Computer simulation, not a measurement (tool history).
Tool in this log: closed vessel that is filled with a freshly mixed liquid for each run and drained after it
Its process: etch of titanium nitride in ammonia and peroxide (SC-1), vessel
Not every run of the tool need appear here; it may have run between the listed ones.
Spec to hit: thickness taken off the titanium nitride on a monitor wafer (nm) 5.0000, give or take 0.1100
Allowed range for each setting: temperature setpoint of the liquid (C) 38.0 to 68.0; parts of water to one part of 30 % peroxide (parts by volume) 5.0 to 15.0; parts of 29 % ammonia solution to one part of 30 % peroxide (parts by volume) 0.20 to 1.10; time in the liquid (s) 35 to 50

| run | hour | temperature setpoint of the liquid (C) | parts of water to one part of 30 % peroxide (parts by volume) | parts of 29 % ammonia solution to one part of 30 % peroxide (parts by volume) | time in the liquid (s) | thickness taken off the titanium nitride on a monitor wafer (nm) |
|---|---|---|---|---|---|---|
| 1 | 0.0 | 52.0 | 8.5 | 0.60 | 50 | 5.5424 |
| 2 | 7.5 | 51.5 | 8.5 | 0.60 | 50 | 5.2616 |
| 3 | 12.2 | 51.5 | 8.5 | 0.60 | 50 | 5.2812 |
| 4 | 15.9 | 45.5 | 8.5 | 0.60 | 50 | 3.5133 |
| 5 | 20.2 | 45.5 | 10.0 | 0.60 | 50 | 3.2140 |
| 6 | 26.6 | 42.5 | 10.0 | 0.60 | 50 | 2.5728 |
| 7 | 28.1 | 44.0 | 10.0 | 0.60 | 50 | 2.8494 |
| 8 | 30.3 | 45.5 | 10.0 | 0.60 | 50 | 3.1717 |
| 9 | 38.4 | 53.5 | 10.0 | 0.60 | 50 | 5.5973 |
| 10 | 45.9 | 53.0 | 10.0 | 0.60 | 50 | 5.3368 |
| 11 | 49.8 | 52.5 | 10.0 | 0.60 | 50 | 5.2167 |

Pick the move, out of 4, that brings all results within their allowed miss; only one does.
| A | 53.7 | 52.5 | 7.5 | 0.45 | 50 | ? |
| B | 53.7 | 54.0 | 8.0 | 0.45 | 40 | ? |
| C | 53.7 | 53.0 | 12.5 | 0.60 | 50 | ? |
| D | 53.7 | 52.5 | 12.5 | 0.65 | 50 | ? |

| move | thickness taken off the titanium nitride on a monitor wafer (nm) |
|---|---|
| A | 5.7681 |
| B | 4.9482 |
| C | 4.8135 |
| D | 4.7164 |
A: moves away from the targets compared with the last run
B: every result within its allowed miss
C: carries the result that was furthest off beyond its target, to the other side
D: carries the result that was furthest off beyond its target, to the other side
Move B is the one to make.

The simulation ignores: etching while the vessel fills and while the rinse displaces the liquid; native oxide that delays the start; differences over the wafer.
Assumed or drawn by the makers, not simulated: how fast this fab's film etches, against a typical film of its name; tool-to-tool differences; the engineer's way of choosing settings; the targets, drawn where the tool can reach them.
